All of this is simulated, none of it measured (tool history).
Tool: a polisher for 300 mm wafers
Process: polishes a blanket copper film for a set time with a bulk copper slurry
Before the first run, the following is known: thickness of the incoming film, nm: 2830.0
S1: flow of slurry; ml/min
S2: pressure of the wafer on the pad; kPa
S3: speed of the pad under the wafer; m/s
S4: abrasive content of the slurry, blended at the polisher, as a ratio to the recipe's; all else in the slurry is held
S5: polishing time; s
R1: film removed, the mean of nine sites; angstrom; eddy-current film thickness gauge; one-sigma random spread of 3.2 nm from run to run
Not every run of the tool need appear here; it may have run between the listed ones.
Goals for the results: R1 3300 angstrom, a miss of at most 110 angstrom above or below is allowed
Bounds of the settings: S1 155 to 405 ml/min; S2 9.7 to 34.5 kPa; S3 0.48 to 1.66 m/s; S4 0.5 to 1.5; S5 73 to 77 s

run    day   S1    S2    S3  S4  S5      R1
  1      0  260  22.1  1.06   1  73  7473.7
  2  0.262  260  22.1  1.06   1  77  7985.9
  3  0.629  260  22.1  1.06   1  77  8158.5
  4  0.962  310  22.1  1.06   1  77  8174.4
  5  1.312  310  18.6  1.06   1  77    7091
  6  1.562  310  13.1  1.06   1  77  5469.8
  7  1.625  310  12.4  0.96   1  77  4686.1
  8      2  305  11.7   0.9   1  77    4331
     2.358  -- slurry nozzle cleaned
  9  2.358  305    11  0.86   1  77  3978.1

Which of these 4 next moves meets every target?
  A  2.717  295   9.7   0.8  1.15  73   ?
  B  2.717  340  15.9  0.54  1.45  73   ?
  C  2.717  295    11   0.7  0.95  73   ?
  D  2.717  335   9.7  0.74   1.1  73   ?

move      R1
   A  3330.4
   B  3518.6
   C  3071.9
   D    3093
A: hits every target within its allowed miss
B: an improvement on the last run, though not all results are within tolerance
C: takes the result that was furthest off past its target
D: takes the result that was furthest off past its target
So the answer is move A, the one that meets all the targets.
